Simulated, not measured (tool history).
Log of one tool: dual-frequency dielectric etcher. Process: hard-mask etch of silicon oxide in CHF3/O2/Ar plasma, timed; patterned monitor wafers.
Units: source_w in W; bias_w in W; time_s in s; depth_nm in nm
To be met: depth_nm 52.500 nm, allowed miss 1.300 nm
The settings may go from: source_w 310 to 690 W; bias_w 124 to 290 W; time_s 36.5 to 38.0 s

| run | hour | source_w | bias_w | time_s | depth_nm |
|---|---|---|---|---|---|
| 1 | 0.0 | 500 | 207 | 36.5 | 69.062 |
| 2 | 2.6 | 440 | 181 | 36.5 | 62.032 |
| 3 | 9.6 | 440 | 209 | 36.5 | 67.000 |
| 4 | 10.4 | 440 | 223 | 36.5 | 69.059 |
| 5 | 16.3 | 390 | 223 | 36.5 | 66.384 |
| 6 | 25.2 | 360 | 198 | 36.5 | 60.629 |
| 7 | 31.7 | 340 | 184 | 36.5 | 58.021 |
| 8 | 38.0 | 330 | 173 | 36.5 | 55.747 |
| 9 | 43.9 | 320 | 167 | 36.5 | 54.048 |

Which of these 4 next moves meets every target?
| A | 49.8 | 370 | 144 | 36.5 | ? |
| B | 49.8 | 310 | 131 | 38.0 | ? |
| C | 49.8 | 310 | 134 | 38.0 | ? |
| D | 49.8 | 320 | 128 | 37.5 | ? |

| move | depth_nm |
|---|---|
| A | 52.189 |
| B | 48.848 |
| C | 49.441 |
| D | 48.096 |
A: meets every target
B: takes the result that was furthest off past its target
C: takes the result that was furthest off past its target
D: takes the result that was furthest off past its target
Answer: A
